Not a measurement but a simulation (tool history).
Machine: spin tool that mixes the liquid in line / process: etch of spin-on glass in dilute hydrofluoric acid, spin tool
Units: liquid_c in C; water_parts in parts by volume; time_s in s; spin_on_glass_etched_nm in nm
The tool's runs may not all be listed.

run	day	liquid_c	water_parts	time_s	spin_on_glass_etched_nm
1	0	22	50	15	11.571
2	0.254	24.5	45	15	14.391
3	0.325	24.5	45	15	14.233
4	0.575	24.5	45	15	14.434
5	0.617	26.5	45	15	15.623
6	0.725	26.5	25	15	28.688
7	0.946	24	25	15	26.046
8	1.271	22.5	25	15	24.235
9	1.358	21.5	25	15	23.153
10	1.521	21	25	15	22.901
11	1.612	20.5	25	15	22.568
12	1.854	20	25	15	22.035

Run 13 has not been measured yet. What should we expect?
13	2.121	20	25	15	?

spin_on_glass_etched_nm: 21.943 nm

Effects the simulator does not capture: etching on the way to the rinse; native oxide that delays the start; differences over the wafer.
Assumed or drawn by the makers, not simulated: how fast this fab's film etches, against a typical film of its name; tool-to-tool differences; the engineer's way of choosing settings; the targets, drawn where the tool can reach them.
